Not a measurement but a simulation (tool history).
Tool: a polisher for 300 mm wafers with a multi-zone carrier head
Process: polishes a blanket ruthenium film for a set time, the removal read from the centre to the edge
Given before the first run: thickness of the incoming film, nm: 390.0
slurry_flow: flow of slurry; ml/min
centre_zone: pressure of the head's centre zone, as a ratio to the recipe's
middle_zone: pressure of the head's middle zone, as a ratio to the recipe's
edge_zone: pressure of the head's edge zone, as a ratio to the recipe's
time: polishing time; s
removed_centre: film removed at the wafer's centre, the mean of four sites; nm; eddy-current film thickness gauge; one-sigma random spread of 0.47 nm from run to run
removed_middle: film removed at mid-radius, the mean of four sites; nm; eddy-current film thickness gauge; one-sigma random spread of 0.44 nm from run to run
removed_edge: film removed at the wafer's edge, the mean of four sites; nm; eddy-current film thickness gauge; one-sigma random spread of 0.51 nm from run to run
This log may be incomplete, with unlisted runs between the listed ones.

| run | hour | slurry_flow | centre_zone | middle_zone | edge_zone | time | removed_centre | removed_middle | removed_edge |
|---|---|---|---|---|---|---|---|---|---|
| 1 | 0 | 235 | 1 | 1 | 1 | 53 | 62.706 | 62.774 | 63.309 |
| 2 | 6.2 | 220 | 0.94 | 0.98 | 0.98 | 51 | 56.813 | 58.231 | 60.568 |
| 3 | 8.4 | 210 | 0.9 | 0.98 | 0.97 | 49 | 52.754 | 56.412 | 56.866 |
| 4 | 10.7 | 200 | 0.87 | 0.97 | 0.99 | 48 | 48.387 | 54.016 | 56.262 |
| 5 | 13.5 | 200 | 0.95 | 0.97 | 0.99 | 48 | 53.445 | 54.161 | 56.312 |
| 6 | 16.6 | 200 | 1.03 | 0.97 | 0.99 | 48 | 58.261 | 53.2 | 55.942 |
| 7 | 18.6 | 190 | 0.97 | 0.97 | 0.99 | 47 | 52.437 | 52.435 | 55.158 |

Run 8 comes next. What will it give?
| 8 | 25.6 | 180 | 0.94 | 0.97 | 0.99 | 47 | ? | ? | ? |

Logged for run 8: removed_centre 49.87 nm, removed_middle 51.966 nm, removed_edge 55.651 nm.
